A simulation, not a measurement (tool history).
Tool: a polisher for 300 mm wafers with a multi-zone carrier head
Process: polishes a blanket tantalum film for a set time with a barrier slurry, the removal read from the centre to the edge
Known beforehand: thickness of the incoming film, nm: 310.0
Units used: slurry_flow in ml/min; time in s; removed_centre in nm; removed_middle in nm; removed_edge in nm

{"run": 1, "day": 0.0, "slurry_flow": 315, "centre_zone": 1.0, "middle_zone": 1.0, "edge_zone": 1.0, "slurry_solids": 1.0, "time": 47, "removed_centre": 98.795, "removed_middle": 97.24, "removed_edge": 95.555}
{"run": 2, "day": 0.158, "slurry_flow": 315, "centre_zone": 1.03, "middle_zone": 1.0, "edge_zone": 1.0, "slurry_solids": 1.0, "time": 47, "removed_centre": 101.89, "removed_middle": 97.449, "removed_edge": 96.266}
{"run": 3, "day": 0.179, "slurry_flow": 315, "centre_zone": 1.03, "middle_zone": 1.0, "edge_zone": 1.0, "slurry_solids": 1.2, "time": 47, "removed_centre": 104.29, "removed_middle": 103.94, "removed_edge": 102.31}
{"run": 4, "day": 0.3, "slurry_flow": 315, "centre_zone": 1.03, "middle_zone": 0.92, "edge_zone": 1.0, "slurry_solids": 1.2, "time": 47, "removed_centre": 106.28, "removed_middle": 96.994, "removed_edge": 101.37}
{"run": 5, "day": 0.375, "slurry_flow": 315, "centre_zone": 1.03, "middle_zone": 0.86, "edge_zone": 1.0, "slurry_solids": 1.2, "time": 47, "removed_centre": 106.42, "removed_middle": 91.7, "removed_edge": 101.94}
{"run": 6, "day": 0.629, "slurry_flow": 310, "centre_zone": 1.0, "middle_zone": 0.89, "edge_zone": 0.99, "slurry_solids": 1.1, "time": 44, "removed_centre": 93.185, "removed_middle": 85.221, "removed_edge": 92.281}
{"run": 7, "day": 0.733, "slurry_flow": 305, "centre_zone": 0.9, "middle_zone": 0.99, "edge_zone": 0.89, "slurry_solids": 0.85, "time": 31, "removed_centre": 55.077, "removed_middle": 60.658, "removed_edge": 56.81}
{"run": 8, "day": 1.1, "slurry_flow": 300, "centre_zone": 0.89, "middle_zone": 1.0, "edge_zone": 0.89, "slurry_solids": 0.8, "time": 31, "removed_centre": 52.88, "removed_middle": 58.779, "removed_edge": 55.633}
{"run": 9, "day": 1.321, "slurry_flow": 295, "centre_zone": 0.81, "middle_zone": 1.1, "edge_zone": 0.81, "slurry_solids": 0.55, "time": 29, "removed_centre": 37.318, "removed_middle": 48.54, "removed_edge": 40.65}
{"run": 10, "day": 1.538, "slurry_flow": 300, "centre_zone": 0.82, "middle_zone": 1.11, "edge_zone": 0.83, "slurry_solids": 0.55, "time": 29, "removed_centre": 38.482, "removed_middle": 49.042, "removed_edge": 40.769}

Run 11, settings as shown, results not yet in. Your forecast:
{"run": 11, "day": 1.642, "slurry_flow": 295, "centre_zone": 0.82, "middle_zone": 1.12, "edge_zone": 0.85, "slurry_solids": 0.55, "time": 29, "removed_centre": "?", "removed_middle": "?", "removed_edge": "?"}

removed_centre: 37.681 nm
removed_middle: 49.662 nm
removed_edge: 41.215 nm

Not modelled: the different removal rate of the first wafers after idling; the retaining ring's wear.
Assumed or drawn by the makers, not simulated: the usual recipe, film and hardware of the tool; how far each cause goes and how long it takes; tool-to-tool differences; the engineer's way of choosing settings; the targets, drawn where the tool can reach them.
